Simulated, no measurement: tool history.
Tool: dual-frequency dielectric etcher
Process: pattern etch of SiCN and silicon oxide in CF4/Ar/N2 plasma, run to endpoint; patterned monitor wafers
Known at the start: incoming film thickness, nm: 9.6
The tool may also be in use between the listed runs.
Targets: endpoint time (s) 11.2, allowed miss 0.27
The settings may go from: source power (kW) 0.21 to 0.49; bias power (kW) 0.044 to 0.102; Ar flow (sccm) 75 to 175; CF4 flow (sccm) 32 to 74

run  hour  source power (kW)  bias power (kW)  Ar flow (sccm)  CF4 flow (sccm)  endpoint time (s)
  1     0               0.35            0.073             125               53             13.294
  2     4               0.37            0.073             125               53             12.765
  3  10.3               0.39            0.073             125               53             12.397
  4  13.2               0.33            0.073             125               53             13.644
  5  19.6               0.36            0.074             125               53             12.914
  6  21.5               0.36            0.074             125               57             12.913
  7  27.9               0.38            0.075             125               57              12.43
  8  36.4                0.4            0.076             125               57             11.964
  9  37.6               0.41            0.076             125               57             11.748
 10  44.4               0.42            0.076             125               57             11.636
 11  50.7               0.42            0.076             125               57              11.64

4 next moves are on the table. One of them brings every result within its allowed miss. Which?
  A    57               0.39            0.071             119               59                  ?
  B    57               0.45            0.076             123               55                  ?
  C    57               0.41            0.081             141               42                  ?
  D    57               0.35            0.087             118               56                  ?

move  endpoint time (s)
   A             12.372
   B             11.134
   C             11.946
   D             12.043
A: further off than the last run
B: meets every target
C: further off than the last run
D: further off than the last run
Answer: B
